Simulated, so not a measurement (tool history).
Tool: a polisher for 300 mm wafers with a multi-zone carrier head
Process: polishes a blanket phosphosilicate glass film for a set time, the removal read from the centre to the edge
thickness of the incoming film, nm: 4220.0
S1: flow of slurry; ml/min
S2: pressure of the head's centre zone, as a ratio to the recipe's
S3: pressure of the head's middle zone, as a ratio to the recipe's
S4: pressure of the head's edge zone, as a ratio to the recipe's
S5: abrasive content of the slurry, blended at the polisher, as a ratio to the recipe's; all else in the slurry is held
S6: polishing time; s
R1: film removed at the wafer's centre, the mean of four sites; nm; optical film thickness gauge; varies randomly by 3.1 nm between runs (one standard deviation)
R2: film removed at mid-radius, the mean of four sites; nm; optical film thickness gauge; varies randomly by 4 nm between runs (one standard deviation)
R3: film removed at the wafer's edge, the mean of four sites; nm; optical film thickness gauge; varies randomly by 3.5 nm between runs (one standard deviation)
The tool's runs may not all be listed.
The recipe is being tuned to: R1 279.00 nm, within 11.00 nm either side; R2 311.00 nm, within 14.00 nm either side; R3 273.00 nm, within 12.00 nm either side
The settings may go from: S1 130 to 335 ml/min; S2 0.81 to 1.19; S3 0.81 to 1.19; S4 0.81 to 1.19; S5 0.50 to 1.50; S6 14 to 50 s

Run 1, hour 0.0: S1 215 ml/min, S2 1.00, S3 1.00, S4 1.00, S5 1.00, S6 32 s. Result: R1 166.25 nm, R2 179.30 nm, R3 179.90 nm.
Run 2, hour 6.6: S1 225 ml/min, S2 1.02, S3 1.03, S4 1.01, S5 1.10, S6 33 s. Result: R1 179.75 nm, R2 197.64 nm, R3 185.96 nm.
Run 3, hour 12.5: S1 225 ml/min, S2 1.02, S3 1.03, S4 1.01, S5 1.20, S6 35 s. Result: R1 199.81 nm, R2 218.04 nm, R3 202.23 nm.
Run 4, hour 15.3: S1 225 ml/min, S2 1.02, S3 1.03, S4 1.02, S5 1.25, S6 37 s. Result: R1 214.01 nm, R2 232.72 nm, R3 217.58 nm.
Run 5, hour 17.1: S1 225 ml/min, S2 1.05, S3 1.03, S4 1.02, S5 1.25, S6 37 s. Result: R1 222.10 nm, R2 232.74 nm, R3 220.27 nm.
Run 6, hour 17.8: S1 225 ml/min, S2 1.05, S3 1.05, S4 1.03, S5 1.30, S6 38 s. Result: R1 227.84 nm, R2 248.85 nm, R3 232.57 nm.
Run 7, hour 20.4: S1 225 ml/min, S2 1.05, S3 1.05, S4 1.03, S5 1.30, S6 38 s. Result: R1 237.41 nm, R2 245.84 nm, R3 231.82 nm.
Run 8, hour 25.6: S1 230 ml/min, S2 1.04, S3 1.07, S4 1.04, S5 1.35, S6 39 s. Result: R1 236.19 nm, R2 261.25 nm, R3 243.54 nm.
Run 9, hour 26.8: S1 235 ml/min, S2 1.05, S3 1.09, S4 1.04, S5 1.40, S6 39 s. Result: R1 244.15 nm, R2 269.52 nm, R3 239.15 nm.
Run 10, hour 30.0: S1 235 ml/min, S2 1.05, S3 1.10, S4 1.05, S5 1.40, S6 40 s. Result: R1 249.53 nm, R2 278.99 nm, R3 255.36 nm.
Run 11, hour 32.2: S1 235 ml/min, S2 1.06, S3 1.11, S4 1.05, S5 1.40, S6 40 s. Result: R1 252.94 nm, R2 273.39 nm, R3 256.19 nm.

5 next moves are on the table. One of them brings every result within its allowed miss. Which?
Run A, hour 34.4: S1 300 ml/min, S2 0.98, S3 1.14, S4 0.81, S5 1.50, S6 41 s. Result: R1 ?, R2 ?, R3 ?.
Run B, hour 34.4: S1 215 ml/min, S2 1.05, S3 1.19, S4 1.18, S5 1.45, S6 41 s. Result: R1 ?, R2 ?, R3 ?.
Run C, hour 34.4: S1 235 ml/min, S2 0.90, S3 1.12, S4 1.00, S5 1.50, S6 47 s. Result: R1 ?, R2 ?, R3 ?.
Run D, hour 34.4: S1 235 ml/min, S2 1.09, S3 1.09, S4 1.14, S5 1.40, S6 46 s. Result: R1 ?, R2 ?, R3 ?.
Run E, hour 34.4: S1 205 ml/min, S2 1.07, S3 1.14, S4 1.02, S5 1.50, S6 43 s. Result: R1 ?, R2 ?, R3 ?.

move      R1      R2      R3
   A  254.20  308.51  243.52
   B  260.19  306.91  281.60
   C  261.68  340.94  302.61
   D  301.90  318.16  309.04
   E  279.59  312.28  276.71
A: meets the target for the result that was furthest off, but another lies outside its allowed miss
B: meets the target for the result that was furthest off, but another lies outside its allowed miss
C: takes the biggest miss from the last run beyond its target
D: meets the target for the result that was furthest off, but another lies outside its allowed miss
E: in spec on every target
Go with E: it meets all targets.
